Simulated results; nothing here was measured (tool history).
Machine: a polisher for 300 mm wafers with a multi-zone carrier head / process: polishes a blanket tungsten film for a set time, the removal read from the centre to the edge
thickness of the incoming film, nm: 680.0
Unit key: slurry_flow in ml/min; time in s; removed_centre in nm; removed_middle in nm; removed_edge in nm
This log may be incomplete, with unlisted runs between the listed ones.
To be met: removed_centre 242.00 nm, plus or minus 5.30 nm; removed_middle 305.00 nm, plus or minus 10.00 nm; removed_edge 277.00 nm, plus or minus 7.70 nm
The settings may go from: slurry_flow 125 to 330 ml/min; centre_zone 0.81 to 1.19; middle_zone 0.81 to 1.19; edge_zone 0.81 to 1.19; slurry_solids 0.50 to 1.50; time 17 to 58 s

run  hour  slurry_flow  centre_zone  middle_zone  edge_zone  slurry_solids  time  removed_centre  removed_middle  removed_edge
  1   0.0          210         1.00         1.00       1.00           1.00    37          244.04          241.29        248.17
  2   2.4          210         1.00         1.07       1.00           1.00    37          246.73          262.25        248.69
  3   6.3          210         1.00         1.07       1.00           1.00    46          303.29          319.48        306.21
  4   8.2          210         1.00         1.12       1.00           1.00    46          304.17          332.43        310.23
  5  16.4          200         0.98         1.12       0.98           1.00    46          294.51          332.19        302.66
  6  19.4          200         0.98         1.12       0.98           1.10    46          305.94          340.38        312.73
  7  21.8          145         0.88         1.05       0.88           0.95    46          252.33          301.79        275.06
  8  30.2          125         0.84         1.07       0.91           0.95    46          235.05          295.22        280.12
  9  30.8          130         0.84         1.07       0.91           0.95    46          237.62          297.04        280.29

Which one of the following 5 next-run settings gets every result inside its allowed miss? There is exactly one.
  A  31.4          125         0.86         1.01       0.94           1.10    44               ?               ?             ?
  B  31.4          145         0.81         1.10       0.92           0.75    49               ?               ?             ?
  C  31.4          180         0.81         1.05       0.89           0.90    45               ?               ?             ?
  D  31.4          130         0.81         0.98       0.91           1.05    46               ?               ?             ?
  E  31.4          135         0.85         1.08       0.88           0.95    46               ?               ?             ?

move  removed_centre  removed_middle  removed_edge
   A          240.90          280.49        283.05
   B          233.60          309.85        285.90
   C          231.70          294.56        276.74
   D          235.54          283.98        289.16
   E          242.40          301.83        278.01
A: gets the furthest-off result to its target, but another result is out of tolerance
B: misses by more than the last run did
C: misses by more than the last run did
D: misses by more than the last run did
E: every result within its allowed miss
Go with E: it meets all targets.

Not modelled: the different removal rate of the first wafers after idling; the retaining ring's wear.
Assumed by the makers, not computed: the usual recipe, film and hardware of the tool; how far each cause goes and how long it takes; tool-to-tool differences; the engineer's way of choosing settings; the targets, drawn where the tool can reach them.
